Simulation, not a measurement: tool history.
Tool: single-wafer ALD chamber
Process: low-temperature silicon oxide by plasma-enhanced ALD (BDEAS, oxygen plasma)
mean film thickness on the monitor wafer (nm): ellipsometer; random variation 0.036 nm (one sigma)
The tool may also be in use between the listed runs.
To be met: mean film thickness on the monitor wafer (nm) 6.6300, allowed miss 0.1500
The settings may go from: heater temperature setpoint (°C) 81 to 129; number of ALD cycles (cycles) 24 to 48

run  hour  heater temperature setpoint (°C)  number of ALD cycles (cycles)  mean film thickness on the monitor wafer (nm)
  1   0.0                               105                             36                                         5.2439
  2   3.6                               105                             38                                         5.4973
  3   4.6                               105                             36                                         5.2503
  4   7.9                               105                             38                                         5.5615
  5  10.8                               104                             40                                         5.9058
  6  17.9                               111                             40                                         5.8289
  7  26.8                               111                             41                                         5.9391
  8  29.4                               109                             42                                         6.0800
  9  31.2                               108                             43                                         6.2834
 10  32.5                               108                             44                                         6.3547

4 next moves are on the table. One of them brings every result within its allowed miss. Which?
  A  33.8                               112                             43                                              ?
  B  33.8                                96                             45                                              ?
  C  33.8                               103                             43                                              ?
  D  33.8                                83                             46                                              ?

move  mean film thickness on the monitor wafer (nm)
   A                                         6.2575
   B                                         6.7536
   C                                         6.3488
   D                                         7.1859
A: further off than the last run
B: meets every target
C: as far off as the last run
D: takes the result that was furthest off past its target
Answer: B
